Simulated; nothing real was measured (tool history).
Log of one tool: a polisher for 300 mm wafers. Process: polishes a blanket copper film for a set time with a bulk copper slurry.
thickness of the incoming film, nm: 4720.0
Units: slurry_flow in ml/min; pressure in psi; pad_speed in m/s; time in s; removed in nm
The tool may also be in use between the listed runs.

run 1 day=0 | slurry_flow=175 pressure=3.5 pad_speed=1 slurry_solids=1 time=64 | removed=825.86
run 2 day=0.104 | slurry_flow=175 pressure=3.4 pad_speed=1 slurry_solids=1 time=64 | removed=807.19
run 3 day=0.2 | slurry_flow=175 pressure=3.3 pad_speed=1 slurry_solids=1 time=64 | removed=780.79
run 4 day=0.55 | slurry_flow=175 pressure=3.3 pad_speed=1 slurry_solids=1 time=67 | removed=816.99
run 5 day=0.667 | slurry_flow=175 pressure=3.3 pad_speed=0.86 slurry_solids=1 time=67 | removed=711.95
run 6 day=0.992 | slurry_flow=175 pressure=3.2 pad_speed=0.86 slurry_solids=1 time=67 | removed=696.85

Run 7 comes next. What will it give?
run 7 day=1.25 | slurry_flow=175 pressure=3.1 pad_speed=0.86 slurry_solids=1 time=67 | removed=?

removed: 668.25 nm

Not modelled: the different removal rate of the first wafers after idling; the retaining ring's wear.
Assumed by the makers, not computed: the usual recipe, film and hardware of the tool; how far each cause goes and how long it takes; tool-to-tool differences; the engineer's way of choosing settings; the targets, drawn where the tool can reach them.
